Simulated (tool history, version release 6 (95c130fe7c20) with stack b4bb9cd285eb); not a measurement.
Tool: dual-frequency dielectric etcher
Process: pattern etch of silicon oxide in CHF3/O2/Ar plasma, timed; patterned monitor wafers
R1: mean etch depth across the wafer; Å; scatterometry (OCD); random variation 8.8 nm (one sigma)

Run 1, hour 0: source power (kW) 0.54, bias power (kW) 0.124, etch time (s) 827. Result: R1 13764 Å.
Run 2, hour 7.2: source power (kW) 0.6, bias power (kW) 0.124, etch time (s) 827. Result: R1 14480 Å.
Run 3, hour 9.6: source power (kW) 0.6, bias power (kW) 0.124, etch time (s) 827. Result: R1 14388 Å.
Run 4, hour 12.4: source power (kW) 0.6, bias power (kW) 0.105, etch time (s) 827. Result: R1 13977 Å.
Run 5, hour 14.4: source power (kW) 0.62, bias power (kW) 0.106, etch time (s) 828. Result: R1 14170 Å.
Run 6, hour 15.4: source power (kW) 0.63, bias power (kW) 0.108, etch time (s) 829. Result: R1 14412 Å.

Run 7 comes next. What will it give?
Run 7, hour 22.3: source power (kW) 0.64, bias power (kW) 0.109, etch time (s) 829.5. Result: R1 ?.

{"run 7": {"R1": 14609}}
